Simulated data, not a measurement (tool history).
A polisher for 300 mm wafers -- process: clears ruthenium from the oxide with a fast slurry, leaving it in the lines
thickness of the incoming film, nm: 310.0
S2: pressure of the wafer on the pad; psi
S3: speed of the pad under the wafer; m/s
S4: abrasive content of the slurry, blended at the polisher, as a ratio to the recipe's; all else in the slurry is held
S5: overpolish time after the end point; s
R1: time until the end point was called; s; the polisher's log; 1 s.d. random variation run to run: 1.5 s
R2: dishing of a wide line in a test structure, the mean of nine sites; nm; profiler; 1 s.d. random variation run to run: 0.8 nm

Run 1, day 0.000: flow of slurry (ml/min) 180, S2 2.2 psi, S3 0.90 m/s, S4 1.0, S5 18 s. Result: R1 125.760 s, R2 35.976 nm.
Run 2, day 0.238: flow of slurry (ml/min) 180, S2 2.5 psi, S3 0.90 m/s, S4 1.0, S5 18 s. Result: R1 111.440 s, R2 39.300 nm.
Run 3, day 0.596: flow of slurry (ml/min) 175, S2 2.4 psi, S3 0.90 m/s, S4 1.0, S5 20 s. Result: R1 115.490 s, R2 42.200 nm.
Run 4, day 0.654: flow of slurry (ml/min) 175, S2 3.0 psi, S3 0.90 m/s, S4 1.0, S5 20 s. Result: R1 95.166 s, R2 51.116 nm.
Run 5, day 0.796: flow of slurry (ml/min) 175, S2 3.0 psi, S3 1.08 m/s, S4 1.0, S5 20 s. Result: R1 80.044 s, R2 57.779 nm.
Run 6, day 0.879: flow of slurry (ml/min) 170, S2 2.7 psi, S3 1.06 m/s, S4 1.0, S5 21 s. Result: R1 91.408 s, R2 56.197 nm.
Run 7, day 1.058: flow of slurry (ml/min) 165, S2 2.5 psi, S3 1.06 m/s, S4 1.0, S5 22 s. Result: R1 98.083 s, R2 51.899 nm.
Run 8, day 1.129: flow of slurry (ml/min) 160, S2 2.3 psi, S3 1.04 m/s, S4 1.0, S5 24 s. Result: R1 109.070 s, R2 53.125 nm.
Run 9, day 1.475: flow of slurry (ml/min) 155, S2 2.2 psi, S3 1.04 m/s, S4 1.0, S5 25 s. Result: R1 113.770 s, R2 52.559 nm.

What will run 10 give?
Run 10, day 1.579: flow of slurry (ml/min) 150, S2 2.1 psi, S3 1.04 m/s, S4 1.0, S5 26 s. Result: R1 ?, R2 ?.

R1: 121.930 s
R2: 50.836 nm
